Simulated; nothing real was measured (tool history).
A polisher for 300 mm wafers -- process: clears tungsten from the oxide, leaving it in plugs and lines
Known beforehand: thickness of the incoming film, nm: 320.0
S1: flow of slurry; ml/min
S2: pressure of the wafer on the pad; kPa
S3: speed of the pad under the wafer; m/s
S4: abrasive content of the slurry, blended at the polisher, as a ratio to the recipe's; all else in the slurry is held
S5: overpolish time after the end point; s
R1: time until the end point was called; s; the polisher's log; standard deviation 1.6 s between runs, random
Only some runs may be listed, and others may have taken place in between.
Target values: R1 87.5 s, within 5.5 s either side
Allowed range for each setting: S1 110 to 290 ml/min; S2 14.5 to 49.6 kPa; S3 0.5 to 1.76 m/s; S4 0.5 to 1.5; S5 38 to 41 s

run    day   S1    S2    S3  S4  S5      R1
  1      0  185  31.7  1.12   1  38  50.854
  2  0.304  185  28.3   1.1   1  38  57.268
  3  0.671  185  28.3  1.22   1  38  50.966
  4  0.708  185  24.8  1.18   1  38  60.005
  5  0.883  185  22.8  1.16   1  38  66.691
  6  0.962  185  21.4  1.16   1  38  70.362
  7  1.038  185    20  1.16   1  38  75.909
  8  1.158  185  15.9  1.14   1  38    92.4

Consider the 5 candidate settings below. Which is the only one whose results all fall within their allowed miss of target?
  A  1.279  170  15.2  1.12     1  39   ?
  B  1.279  205  18.6   1.2     1  41   ?
  C  1.279  235    20  1.02  0.75  41   ?
  D  1.279  185  14.5  1.12     1  40   ?
  E  1.279  245  14.5     1  1.45  38   ?

move      R1
   A     101
   B  77.217
   C  88.103
   D  104.01
   E  103.32
A: its largest miss is bigger than the last run's
B: the result that was furthest off in the last run now lies on the other side of its target
C: in spec on every target
D: its largest miss is bigger than the last run's
E: its largest miss is bigger than the last run's
The right move is C.
